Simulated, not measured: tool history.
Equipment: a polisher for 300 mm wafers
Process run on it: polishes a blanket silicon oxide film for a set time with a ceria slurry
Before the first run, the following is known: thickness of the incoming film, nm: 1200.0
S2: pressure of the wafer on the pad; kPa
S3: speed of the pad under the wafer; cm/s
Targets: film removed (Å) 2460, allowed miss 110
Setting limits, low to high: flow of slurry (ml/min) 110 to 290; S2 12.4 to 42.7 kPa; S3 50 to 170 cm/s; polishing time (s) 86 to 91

{"run": 1, "hour": 0.0, "flow of slurry (ml/min)": 185, "S2": 27.6, "S3": 110, "polishing time (s)": 86, "film removed (Å)": 4576.6}
{"run": 2, "hour": 3.7, "flow of slurry (ml/min)": 140, "S2": 27.6, "S3": 110, "polishing time (s)": 86, "film removed (Å)": 4343.5}
{"run": 3, "hour": 9.4, "flow of slurry (ml/min)": 140, "S2": 27.6, "S3": 126, "polishing time (s)": 86, "film removed (Å)": 4746.8}
{"run": 4, "hour": 14.8, "flow of slurry (ml/min)": 140, "S2": 25.5, "S3": 124, "polishing time (s)": 86, "film removed (Å)": 4479.7}
{"run": 5, "hour": 20.8, "flow of slurry (ml/min)": 140, "S2": 23.4, "S3": 120, "polishing time (s)": 86, "film removed (Å)": 4016.6}
{"run": 6, "hour": 28.3, "flow of slurry (ml/min)": 140, "S2": 22.1, "S3": 118, "polishing time (s)": 86, "film removed (Å)": 3815.4}
{"run": 7, "hour": 29.7, "flow of slurry (ml/min)": 140, "S2": 20.7, "S3": 116, "polishing time (s)": 86, "film removed (Å)": 3565.3}
{"hour": 38.1, "done": "worn pad replaced by a new one"}
{"run": 8, "hour": 38.1, "flow of slurry (ml/min)": 140, "S2": 19.3, "S3": 114, "polishing time (s)": 86, "film removed (Å)": 3576.8}
{"run": 9, "hour": 40.8, "flow of slurry (ml/min)": 135, "S2": 18.6, "S3": 110, "polishing time (s)": 86, "film removed (Å)": 3322.9}
{"run": 10, "hour": 48.1, "flow of slurry (ml/min)": 135, "S2": 17.9, "S3": 108, "polishing time (s)": 86, "film removed (Å)": 3149.1}
{"run": 11, "hour": 51.4, "flow of slurry (ml/min)": 135, "S2": 17.2, "S3": 106, "polishing time (s)": 86, "film removed (Å)": 3003.5}
{"run": 12, "hour": 55.2, "flow of slurry (ml/min)": 135, "S2": 16.5, "S3": 106, "polishing time (s)": 86, "film removed (Å)": 2923.8}
{"run": 13, "hour": 59.7, "flow of slurry (ml/min)": 135, "S2": 15.9, "S3": 106, "polishing time (s)": 86, "film removed (Å)": 2790.9}
{"run": 14, "hour": 62.2, "flow of slurry (ml/min)": 135, "S2": 15.2, "S3": 106, "polishing time (s)": 86, "film removed (Å)": 2703.8}
{"run": 15, "hour": 65.9, "flow of slurry (ml/min)": 135, "S2": 12.4, "S3": 106, "polishing time (s)": 86, "film removed (Å)": 2263.5}

Consider the 5 candidate settings below. Which is the only one whose results all fall within their allowed miss of target?
{"run": "A", "hour": 69.6, "flow of slurry (ml/min)": 140, "S2": 13.1, "S3": 110, "polishing time (s)": 87, "film removed (Å)": "?"}
{"run": "B", "hour": 69.6, "flow of slurry (ml/min)": 190, "S2": 17.2, "S3": 60, "polishing time (s)": 87, "film removed (Å)": "?"}
{"run": "C", "hour": 69.6, "flow of slurry (ml/min)": 115, "S2": 12.4, "S3": 94, "polishing time (s)": 86, "film removed (Å)": "?"}
{"run": "D", "hour": 69.6, "flow of slurry (ml/min)": 135, "S2": 15.9, "S3": 96, "polishing time (s)": 88, "film removed (Å)": "?"}
{"run": "E", "hour": 69.6, "flow of slurry (ml/min)": 125, "S2": 15.9, "S3": 102, "polishing time (s)": 91, "film removed (Å)": "?"}

move=A film_removed_(Å)=2518.5
move=B film_removed_(Å)=2143.7
move=C film_removed_(Å)=2025.1
move=D film_removed_(Å)=2673.5
move=E film_removed_(Å)=2852.4
A: in spec on every target
B: the biggest miss grows against the last run
C: the biggest miss grows against the last run
D: takes the biggest miss from the last run beyond its target
E: takes the biggest miss from the last run beyond its target
The move that meets every target is A.
